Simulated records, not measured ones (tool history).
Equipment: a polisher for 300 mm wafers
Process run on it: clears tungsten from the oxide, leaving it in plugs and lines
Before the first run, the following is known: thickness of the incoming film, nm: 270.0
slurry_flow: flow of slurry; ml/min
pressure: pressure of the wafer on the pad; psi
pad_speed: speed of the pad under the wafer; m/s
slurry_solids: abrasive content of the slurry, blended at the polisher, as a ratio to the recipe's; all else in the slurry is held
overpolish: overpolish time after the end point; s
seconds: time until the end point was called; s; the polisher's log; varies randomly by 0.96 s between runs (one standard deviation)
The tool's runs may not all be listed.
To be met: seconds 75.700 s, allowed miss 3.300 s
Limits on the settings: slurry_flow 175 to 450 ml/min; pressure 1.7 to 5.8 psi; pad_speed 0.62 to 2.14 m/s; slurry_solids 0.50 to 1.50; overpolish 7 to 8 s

run	day	slurry_flow	pressure	pad_speed	slurry_solids	overpolish	seconds
1	0.000	290	3.7	1.38	1.00	8	51.172
2	0.325	290	4.2	1.38	1.00	8	44.418
3	0.671	290	3.9	1.38	1.00	8	47.532
4	0.942	290	3.9	1.38	1.00	7	47.918
5	1.092	290	3.9	1.14	1.00	7	57.802
6	1.146	290	3.9	1.14	1.00	8	56.244
7	1.438	290	3.8	1.14	1.00	8	59.625
8	1.642	290	3.7	1.14	1.00	8	61.610

Pick the move, out of 5, that brings all results within their allowed miss; only one does.
A	1.846	280	2.9	1.06	1.10	8	?
B	1.846	220	3.4	1.00	1.10	7	?
C	1.846	270	4.1	1.38	1.00	8	?
D	1.846	270	3.8	1.26	1.00	8	?
E	1.846	420	4.6	0.62	1.05	7	?

move	seconds
A	81.612
B	75.594
C	46.350
D	54.499
E	85.283
A: pushes the last run's worst result past its target
B: meets every target
C: further off than the last run
D: further off than the last run
E: pushes the last run's worst result past its target
Answer: B
